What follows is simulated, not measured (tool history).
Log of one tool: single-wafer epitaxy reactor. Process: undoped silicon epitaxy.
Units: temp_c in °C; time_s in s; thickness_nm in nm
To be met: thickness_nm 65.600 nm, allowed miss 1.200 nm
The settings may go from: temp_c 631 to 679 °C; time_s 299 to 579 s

Run 1, day 0.000: temp_c 655 °C, time_s 439 s. Result: thickness_nm 97.792 nm.
Run 2, day 0.279: temp_c 653 °C, time_s 439 s. Result: thickness_nm 92.485 nm.
Run 3, day 0.383: temp_c 648 °C, time_s 439 s. Result: thickness_nm 83.928 nm.
Run 4, day 0.421: temp_c 648 °C, time_s 395 s. Result: thickness_nm 74.863 nm.
Run 5, day 0.688: temp_c 647 °C, time_s 395 s. Result: thickness_nm 73.493 nm.
Run 6, day 0.792: temp_c 657 °C, time_s 395 s. Result: thickness_nm 91.695 nm.
Run 7, day 1.133: temp_c 655 °C, time_s 395 s. Result: thickness_nm 87.481 nm.
Run 8, day 1.267: temp_c 653 °C, time_s 395 s. Result: thickness_nm 83.256 nm.
Run 9, day 1.342: temp_c 652 °C, time_s 395 s. Result: thickness_nm 82.374 nm.
At day 1.517: pyrometer calibrated.
Run 10, day 1.517: temp_c 651 °C, time_s 395 s. Result: thickness_nm 70.605 nm.

Which of these 5 next moves meets every target?
Run A, day 1.692: temp_c 652 °C, time_s 380 s. Result: thickness_nm ?.
Run B, day 1.692: temp_c 652 °C, time_s 363 s. Result: thickness_nm ?.
Run C, day 1.692: temp_c 649 °C, time_s 460 s. Result: thickness_nm ?.
Run D, day 1.692: temp_c 645 °C, time_s 436 s. Result: thickness_nm ?.
Run E, day 1.692: temp_c 658 °C, time_s 334 s. Result: thickness_nm ?.

move  thickness_nm
   A        68.736
   B        65.661
   C        77.849
   D        67.474
   E        68.928
A: nearer than the last run, and not there yet
B: meets every target
C: further off than the last run
D: nearer than the last run, and not there yet
E: nearer than the last run, and not there yet
The right move is B.
